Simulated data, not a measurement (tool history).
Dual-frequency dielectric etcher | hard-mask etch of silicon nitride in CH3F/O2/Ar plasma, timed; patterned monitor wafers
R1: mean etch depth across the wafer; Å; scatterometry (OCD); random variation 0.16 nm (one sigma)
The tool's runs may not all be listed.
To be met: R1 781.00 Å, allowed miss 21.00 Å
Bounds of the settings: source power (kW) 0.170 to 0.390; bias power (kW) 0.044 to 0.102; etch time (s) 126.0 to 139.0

Run 1, hour 0.0: source power (kW) 0.280, bias power (kW) 0.073, etch time (s) 139.0. Result: R1 935.94 Å.
Run 2, hour 3.3: source power (kW) 0.270, bias power (kW) 0.071, etch time (s) 138.0. Result: R1 907.97 Å.
Run 3, hour 10.8: source power (kW) 0.260, bias power (kW) 0.070, etch time (s) 137.5. Result: R1 886.89 Å.
Run 4, hour 17.0: source power (kW) 0.250, bias power (kW) 0.069, etch time (s) 137.5. Result: R1 872.35 Å.
Run 5, hour 20.4: source power (kW) 0.240, bias power (kW) 0.068, etch time (s) 137.5. Result: R1 857.85 Å.
Run 6, hour 28.2: source power (kW) 0.240, bias power (kW) 0.068, etch time (s) 139.0. Result: R1 864.47 Å.
Run 7, hour 35.9: source power (kW) 0.230, bias power (kW) 0.067, etch time (s) 138.5. Result: R1 850.74 Å.
Run 8, hour 44.8: source power (kW) 0.180, bias power (kW) 0.060, etch time (s) 136.0. Result: R1 744.57 Å.

Which of these 5 next moves meets every target?
Run A, hour 53.7: source power (kW) 0.200, bias power (kW) 0.071, etch time (s) 136.5. Result: R1 ?.
Run B, hour 53.7: source power (kW) 0.170, bias power (kW) 0.065, etch time (s) 139.0. Result: R1 ?.
Run C, hour 53.7: source power (kW) 0.220, bias power (kW) 0.077, etch time (s) 126.0. Result: R1 ?.
Run D, hour 53.7: source power (kW) 0.230, bias power (kW) 0.046, etch time (s) 139.0. Result: R1 ?.
Run E, hour 53.7: source power (kW) 0.170, bias power (kW) 0.056, etch time (s) 133.0. Result: R1 ?.

move      R1
   A  827.24
   B  776.15
   C  812.44
   D  718.06
   E  693.40
A: takes the result that was furthest off past its target
B: meets every target
C: takes the result that was furthest off past its target
D: further off than the last run
E: further off than the last run
Move B is the one to make.
